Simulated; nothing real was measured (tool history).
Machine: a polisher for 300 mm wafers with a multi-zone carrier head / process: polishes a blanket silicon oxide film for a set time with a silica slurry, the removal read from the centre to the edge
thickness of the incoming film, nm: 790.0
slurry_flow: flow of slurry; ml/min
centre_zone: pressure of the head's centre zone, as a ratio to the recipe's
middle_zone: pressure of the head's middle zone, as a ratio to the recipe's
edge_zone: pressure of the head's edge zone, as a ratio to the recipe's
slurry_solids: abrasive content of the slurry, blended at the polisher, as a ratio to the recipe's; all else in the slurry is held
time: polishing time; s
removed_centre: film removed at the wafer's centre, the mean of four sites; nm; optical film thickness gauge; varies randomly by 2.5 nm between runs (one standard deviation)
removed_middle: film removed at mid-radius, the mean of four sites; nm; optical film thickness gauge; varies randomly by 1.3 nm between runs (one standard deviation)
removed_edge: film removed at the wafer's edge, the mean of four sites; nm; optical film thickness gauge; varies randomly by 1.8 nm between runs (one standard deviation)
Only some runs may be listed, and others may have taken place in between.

{"run": 1, "hour": 0.0, "slurry_flow": 270, "centre_zone": 1, "middle_zone": 1, "edge_zone": 1, "slurry_solids": 1, "time": 84, "removed_centre": 198.54, "removed_middle": 195.25, "removed_edge": 198.74}
{"run": 2, "hour": 2.5, "slurry_flow": 270, "centre_zone": 1, "middle_zone": 1, "edge_zone": 0.95, "slurry_solids": 1, "time": 84, "removed_centre": 198.02, "removed_middle": 196.54, "removed_edge": 194.54}
{"run": 3, "hour": 3.5, "slurry_flow": 270, "centre_zone": 1, "middle_zone": 0.96, "edge_zone": 0.95, "slurry_solids": 1, "time": 84, "removed_centre": 200.7, "removed_middle": 188.88, "removed_edge": 193.45}
{"run": 4, "hour": 9.1, "slurry_flow": 265, "centre_zone": 0.99, "middle_zone": 0.94, "edge_zone": 0.93, "slurry_solids": 0.95, "time": 84, "removed_centre": 198, "removed_middle": 181.42, "removed_edge": 186.38}
{"hour": 11.7, "done": "slurry nozzle cleaned"}
{"run": 5, "hour": 11.7, "slurry_flow": 260, "centre_zone": 0.97, "middle_zone": 0.93, "edge_zone": 0.92, "slurry_solids": 0.95, "time": 84, "removed_centre": 199.09, "removed_middle": 187.05, "removed_edge": 187.89}
{"run": 6, "hour": 19.0, "slurry_flow": 205, "centre_zone": 0.97, "middle_zone": 0.93, "edge_zone": 0.92, "slurry_solids": 0.95, "time": 84, "removed_centre": 187.43, "removed_middle": 182.47, "removed_edge": 190.49}

Forecast run 7:
{"run": 7, "hour": 27.1, "slurry_flow": 205, "centre_zone": 0.97, "middle_zone": 0.92, "edge_zone": 0.92, "slurry_solids": 0.9, "time": 84, "removed_centre": "?", "removed_middle": "?", "removed_edge": "?"}

removed_centre: 188.43 nm
removed_middle: 177.63 nm
removed_edge: 185.46 nm
